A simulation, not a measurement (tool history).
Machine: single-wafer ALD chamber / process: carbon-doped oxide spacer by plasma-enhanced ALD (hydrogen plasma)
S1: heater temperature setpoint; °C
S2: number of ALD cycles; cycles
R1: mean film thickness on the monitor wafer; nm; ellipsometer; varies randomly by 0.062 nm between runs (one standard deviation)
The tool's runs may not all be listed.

run  hour   S1   S2      R1
  1   0.0  410  554  26.233
  2   8.6  414  554  26.107
  3  16.4  420  554  25.504
  4  26.3  420  619  28.638
  5  32.3  426  619  28.119
  6  37.4  420  619  28.766

Forecast run 7:
  7  46.8  424  593   ?

{"run 7": {"R1": 27.069}}
